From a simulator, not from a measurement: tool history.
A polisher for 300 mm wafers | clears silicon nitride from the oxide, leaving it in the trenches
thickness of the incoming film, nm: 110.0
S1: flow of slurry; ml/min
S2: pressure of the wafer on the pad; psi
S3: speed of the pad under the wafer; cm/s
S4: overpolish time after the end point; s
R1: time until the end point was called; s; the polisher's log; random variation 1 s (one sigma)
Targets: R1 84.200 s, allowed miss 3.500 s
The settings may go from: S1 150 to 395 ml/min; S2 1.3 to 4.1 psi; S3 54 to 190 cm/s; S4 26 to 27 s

| run | day | S1 | S2 | S3 | S4 | R1 |
|---|---|---|---|---|---|---|
| 1 | 0.000 | 250 | 2.7 | 122 | 26 | 121.330 |
| 2 | 0.292 | 250 | 2.1 | 122 | 26 | 159.540 |
| 3 | 0.571 | 250 | 2.1 | 122 | 26 | 158.040 |
| 4 | 0.925 | 215 | 2.1 | 122 | 26 | 160.760 |
| 5 | 1.133 | 215 | 2.5 | 122 | 26 | 132.860 |
| 6 | 1.233 | 215 | 2.8 | 122 | 26 | 118.390 |
| 7 | 1.479 | 215 | 3.1 | 122 | 26 | 109.330 |
| 8 | 1.504 | 215 | 3.3 | 122 | 26 | 101.400 |
| 9 | 1.654 | 215 | 3.5 | 122 | 26 | 99.456 |

Which of these 5 next moves meets every target?
| A | 1.804 | 250 | 3.4 | 164 | 26 | ? |
| B | 1.804 | 220 | 3.9 | 140 | 27 | ? |
| C | 1.804 | 220 | 3.5 | 140 | 26 | ? |
| D | 1.804 | 200 | 3.4 | 160 | 27 | ? |
| E | 1.804 | 225 | 3.2 | 116 | 26 | ? |

| move | R1 |
|---|---|
| A | 75.110 |
| B | 76.928 |
| C | 85.515 |
| D | 78.084 |
| E | 111.060 |
A: takes the result that was furthest off past its target
B: takes the result that was furthest off past its target
C: meets every target
D: takes the result that was furthest off past its target
E: further off than the last run
The right move is C.
